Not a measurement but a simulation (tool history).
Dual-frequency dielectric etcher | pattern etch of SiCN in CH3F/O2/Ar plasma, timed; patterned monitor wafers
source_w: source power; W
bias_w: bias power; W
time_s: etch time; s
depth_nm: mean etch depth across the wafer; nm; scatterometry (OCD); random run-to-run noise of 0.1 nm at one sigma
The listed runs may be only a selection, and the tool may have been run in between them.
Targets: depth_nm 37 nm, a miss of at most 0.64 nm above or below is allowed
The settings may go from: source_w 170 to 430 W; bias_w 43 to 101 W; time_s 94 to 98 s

| run | day | source_w | bias_w | time_s | depth_nm |
|---|---|---|---|---|---|
| 1 | 0 | 300 | 72 | 94 | 32.047 |
| 2 | 0.233 | 330 | 73 | 94 | 33.824 |
| 3 | 0.412 | 350 | 73 | 94 | 34.537 |
| 4 | 0.521 | 330 | 73 | 94 | 33.579 |
| 5 | 0.604 | 330 | 73 | 94 | 33.71 |
|  | 0.712 | bias power generator calibrated |
| 6 | 0.712 | 350 | 74 | 94 | 34.289 |
| 7 | 1.033 | 370 | 75 | 94 | 35.486 |
| 8 | 1.167 | 370 | 75 | 94 | 35.385 |

Which of these 5 next moves meets every target?
| A | 1.3 | 340 | 71 | 95 | ? |
| B | 1.3 | 350 | 64 | 94 | ? |
| C | 1.3 | 340 | 89 | 97.5 | ? |
| D | 1.3 | 370 | 64 | 94 | ? |
| E | 1.3 | 340 | 75 | 94 | ? |

| move | depth_nm |
|---|---|
| A | 33.849 |
| B | 32.985 |
| C | 37.156 |
| D | 33.864 |
| E | 34.027 |
A: the biggest miss grows against the last run
B: the biggest miss grows against the last run
C: each result inside its tolerance
D: the biggest miss grows against the last run
E: the biggest miss grows against the last run
Go with C: it meets all targets.

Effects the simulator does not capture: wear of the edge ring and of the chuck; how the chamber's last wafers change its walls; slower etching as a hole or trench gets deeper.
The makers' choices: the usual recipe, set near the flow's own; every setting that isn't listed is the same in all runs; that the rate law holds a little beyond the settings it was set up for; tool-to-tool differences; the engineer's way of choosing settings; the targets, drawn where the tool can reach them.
